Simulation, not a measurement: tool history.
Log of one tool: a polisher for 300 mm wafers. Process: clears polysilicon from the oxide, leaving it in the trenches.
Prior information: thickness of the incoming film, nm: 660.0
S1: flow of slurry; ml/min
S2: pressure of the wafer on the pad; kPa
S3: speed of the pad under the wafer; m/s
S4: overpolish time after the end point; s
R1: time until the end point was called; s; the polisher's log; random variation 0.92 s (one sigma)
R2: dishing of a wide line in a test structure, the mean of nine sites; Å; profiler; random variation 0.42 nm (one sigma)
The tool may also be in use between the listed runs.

| run | hour | S1 | S2 | S3 | S4 | R1 | R2 |
|---|---|---|---|---|---|---|---|
| 1 | 0 | 290 | 17.9 | 1.08 | 15 | 52.069 | 394.08 |
| 2 | 2.1 | 290 | 17.9 | 1.08 | 12 | 51.599 | 394.73 |
| 3 | 8.8 | 320 | 17.9 | 1.08 | 12 | 51.964 | 407.7 |
| 4 | 11.5 | 290 | 17.2 | 1.08 | 16 | 53.385 | 410.43 |
| 5 | 20.5 | 265 | 18.6 | 0.96 | 13 | 56.388 | 385.05 |
| 6 | 24.3 | 245 | 19.3 | 0.86 | 11 | 62.807 | 384.46 |
| 7 | 24.8 | 230 | 20.7 | 0.8 | 10 | 63.692 | 371.91 |
| 8 | 26.3 | 220 | 22.1 | 0.74 | 9 | 62.836 | 374.36 |
| 9 | 31.5 | 210 | 22.8 | 0.7 | 8 | 65.361 | 355.43 |

Run 10 comes next. What will it give?
| 10 | 37.5 | 205 | 23.4 | 0.66 | 7 | ? | ? |

For run 10 the tool returned R1 66.849 s, R2 345.06 Å.
